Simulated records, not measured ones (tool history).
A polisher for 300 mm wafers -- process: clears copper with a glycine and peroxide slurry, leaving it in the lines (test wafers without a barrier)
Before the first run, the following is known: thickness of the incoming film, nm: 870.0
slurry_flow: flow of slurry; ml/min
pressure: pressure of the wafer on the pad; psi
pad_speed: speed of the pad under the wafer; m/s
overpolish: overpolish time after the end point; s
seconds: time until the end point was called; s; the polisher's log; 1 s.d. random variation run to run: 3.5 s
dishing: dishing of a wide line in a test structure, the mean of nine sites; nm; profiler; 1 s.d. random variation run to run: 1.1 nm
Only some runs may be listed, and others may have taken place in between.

run	hour	slurry_flow	pressure	pad_speed	overpolish	seconds	dishing
1	0.0	160	2.4	1.16	28	144.63	83.332
2	5.0	195	2.4	1.16	28	132.12	83.877
3	14.0	180	2.1	1.14	29	150.42	79.753
4	19.3	155	2.1	1.14	29	155.78	78.677
5	27.8	150	1.8	1.10	31	174.35	75.453
6	30.8	115	1.8	1.10	31	179.06	72.983
7	32.7	115	1.6	1.08	33	197.16	72.041
8	35.9	115	1.5	1.08	34	202.53	73.178

Run 9 has not been measured yet. What should we expect?
9	40.0	115	1.4	1.08	34	?	?

Run 9 came out at seconds 207.93 s, dishing 71.134 nm.

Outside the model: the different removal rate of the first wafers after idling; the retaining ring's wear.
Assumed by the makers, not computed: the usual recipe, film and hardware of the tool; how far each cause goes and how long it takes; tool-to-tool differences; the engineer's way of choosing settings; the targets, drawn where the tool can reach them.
